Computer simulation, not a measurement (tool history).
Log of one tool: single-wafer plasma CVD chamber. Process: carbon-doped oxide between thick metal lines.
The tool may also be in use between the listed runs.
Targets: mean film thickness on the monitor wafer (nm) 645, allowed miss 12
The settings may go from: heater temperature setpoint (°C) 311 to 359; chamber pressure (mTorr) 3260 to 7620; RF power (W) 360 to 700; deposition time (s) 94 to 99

run	hour	heater temperature setpoint (°C)	chamber pressure (mTorr)	RF power (W)	deposition time (s)	mean film thickness on the monitor wafer (nm)
1	0	335	5440	530	99	581.73
2	5.7	335	5440	530	94	550.92
3	10.9	332	5760	545	94	579.78
4	11.8	332	5760	545	99	602.13
5	18.1	329	5890	545	99	615.87
6	19.6	329	5890	600	99	658.27
7	21.5	329	5890	600	99	670.07
8	24.4	330	5830	600	99	666

5 next moves are on the table. One of them brings every result within its allowed miss. Which?
A	27.3	334	5190	610	98	?
B	27.3	323	4580	675	99	?
C	27.3	328	6360	605	99	?
D	27.3	325	5790	610	98	?
E	27.3	324	6320	610	99	?

move	mean film thickness on the monitor wafer (nm)
A	650.13
B	712.97
C	685.76
D	680.34
E	698.02
A: meets every target
B: further off than the last run
C: further off than the last run
D: further off than the last run
E: further off than the last run
Move A is the one to make.

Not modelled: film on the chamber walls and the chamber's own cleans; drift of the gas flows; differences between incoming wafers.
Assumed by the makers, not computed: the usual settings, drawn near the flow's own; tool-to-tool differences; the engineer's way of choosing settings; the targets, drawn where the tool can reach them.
